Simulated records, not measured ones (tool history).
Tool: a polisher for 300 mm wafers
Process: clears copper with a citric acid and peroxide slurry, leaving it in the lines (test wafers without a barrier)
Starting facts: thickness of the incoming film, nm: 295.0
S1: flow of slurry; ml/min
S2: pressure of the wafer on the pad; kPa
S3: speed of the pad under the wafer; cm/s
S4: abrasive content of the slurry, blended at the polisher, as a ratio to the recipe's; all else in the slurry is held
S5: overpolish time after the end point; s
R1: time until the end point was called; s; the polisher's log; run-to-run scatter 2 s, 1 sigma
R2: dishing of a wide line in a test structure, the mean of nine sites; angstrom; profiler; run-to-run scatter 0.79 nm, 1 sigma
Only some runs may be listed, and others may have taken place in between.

run,hour,S1,S2,S3,S4,S5,R1,R2
1,0.0,295,22.1,82,1.0,19,125.99,278.02
2,1.9,295,22.8,82,1.0,22,123.17,320.87
3,2.7,295,23.4,82,1.0,24,122.88,371.86
4,8.7,295,23.4,64,1.0,24,148.42,293.70
5,11.3,370,23.4,64,1.0,24,154.80,304.45
6,17.6,320,23.4,64,1.0,24,149.63,301.25
7,20.4,320,25.5,64,1.0,25,137.50,328.30
8,24.2,320,25.5,64,1.0,25,141.04,330.79

For run 9, what comes out?
9,26.5,320,27.6,66,1.0,25,?,?

Run 9 came out at R1 121.64 s, R2 348.28 angstrom.

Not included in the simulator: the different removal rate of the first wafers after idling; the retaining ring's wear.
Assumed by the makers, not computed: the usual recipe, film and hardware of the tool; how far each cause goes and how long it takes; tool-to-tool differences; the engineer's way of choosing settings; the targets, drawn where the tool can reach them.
